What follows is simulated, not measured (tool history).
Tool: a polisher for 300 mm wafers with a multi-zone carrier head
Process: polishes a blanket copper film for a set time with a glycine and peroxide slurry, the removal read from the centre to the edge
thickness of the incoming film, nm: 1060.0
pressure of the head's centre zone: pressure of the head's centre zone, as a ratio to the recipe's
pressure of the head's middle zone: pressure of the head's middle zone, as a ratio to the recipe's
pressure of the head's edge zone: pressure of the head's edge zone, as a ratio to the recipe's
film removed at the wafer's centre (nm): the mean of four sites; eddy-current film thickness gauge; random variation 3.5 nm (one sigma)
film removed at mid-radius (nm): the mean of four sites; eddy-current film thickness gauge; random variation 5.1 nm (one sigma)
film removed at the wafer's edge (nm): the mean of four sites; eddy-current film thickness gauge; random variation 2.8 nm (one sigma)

| run | hour | flow of slurry (ml/min) | pressure of the head's centre zone | pressure of the head's middle zone | pressure of the head's edge zone | polishing time (s) | film removed at the wafer's centre (nm) | film removed at mid-radius (nm) | film removed at the wafer's edge (nm) |
|---|---|---|---|---|---|---|---|---|---|
| 1 | 0.0 | 135 | 1.00 | 1.00 | 1.00 | 65 | 313.46 | 314.38 | 309.64 |
| 2 | 2.3 | 135 | 1.00 | 1.00 | 1.00 | 79 | 375.35 | 370.68 | 379.84 |
| 3 | 10.4 | 135 | 1.00 | 1.00 | 0.93 | 79 | 376.60 | 372.43 | 364.70 |
| 4 | 10.9 | 135 | 1.06 | 1.00 | 0.93 | 79 | 399.40 | 367.71 | 361.01 |
| 5 | 15.4 | 135 | 1.03 | 1.00 | 0.93 | 79 | 385.44 | 375.59 | 363.62 |
| 6 | 21.6 | 135 | 1.03 | 1.07 | 0.93 | 79 | 387.76 | 403.63 | 360.69 |
| 7 | 29.5 | 140 | 1.03 | 1.06 | 0.94 | 79 | 389.29 | 387.12 | 367.85 |

The next listed run, before its measurement:
| 8 | 31.5 | 175 | 1.00 | 1.03 | 1.04 | 80 | ? | ? | ? |

film removed at the wafer's centre (nm): 389.37
film removed at mid-radius (nm): 398.23
film removed at the wafer's edge (nm): 393.14
